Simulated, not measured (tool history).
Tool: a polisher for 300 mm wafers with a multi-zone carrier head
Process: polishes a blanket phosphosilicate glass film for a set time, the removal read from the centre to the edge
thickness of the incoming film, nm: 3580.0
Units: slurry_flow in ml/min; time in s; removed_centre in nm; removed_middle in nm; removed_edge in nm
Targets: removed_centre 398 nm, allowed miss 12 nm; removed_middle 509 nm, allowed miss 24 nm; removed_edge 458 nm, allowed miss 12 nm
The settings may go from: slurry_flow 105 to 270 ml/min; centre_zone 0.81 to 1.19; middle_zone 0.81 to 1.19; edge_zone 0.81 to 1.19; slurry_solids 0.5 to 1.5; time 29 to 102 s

run,day,slurry_flow,centre_zone,middle_zone,edge_zone,slurry_solids,time,removed_centre,removed_middle,removed_edge
1,0,175,1,1,1,1,65,590.98,593.57,598.79
2,0.179,160,0.94,1.02,0.95,0.9,65,517.12,551.39,531.15
3,0.233,160,0.94,0.98,0.95,0.9,65,512.9,535.58,540.25
4,0.554,140,0.94,0.98,0.95,0.9,65,501.83,526.24,530.44
5,0.612,115,0.94,0.98,0.95,0.9,65,473.91,490.63,513.7
6,0.912,115,0.9,1.02,0.93,0.9,65,445.02,493.71,497.91
7,1.029,115,0.82,1.12,0.84,0.9,65,402.77,531.64,491.11
8,1.142,115,0.83,1.12,0.83,0.85,65,401.55,532.65,470.83

Which of these 5 next moves meets every target?
A,1.254,130,0.85,1.14,0.86,1.05,54,?,?,?
B,1.254,130,0.81,1.13,0.84,1,59,?,?,?
C,1.254,105,0.85,1.03,0.87,0.75,72,?,?,?
D,1.254,105,0.82,1.14,0.82,0.85,70,?,?,?
E,1.254,105,0.82,1.11,0.86,1.05,59,?,?,?

move,removed_centre,removed_middle,removed_edge
A,395.93,506.14,462.96
B,401.81,536.38,489.59
C,404.27,489.56,489.11
D,410.14,548.72,503.99
E,388.15,510.62,484.55
A: meets every target
B: further off than the last run
C: further off than the last run
D: further off than the last run
E: further off than the last run
Move A is the one to make.

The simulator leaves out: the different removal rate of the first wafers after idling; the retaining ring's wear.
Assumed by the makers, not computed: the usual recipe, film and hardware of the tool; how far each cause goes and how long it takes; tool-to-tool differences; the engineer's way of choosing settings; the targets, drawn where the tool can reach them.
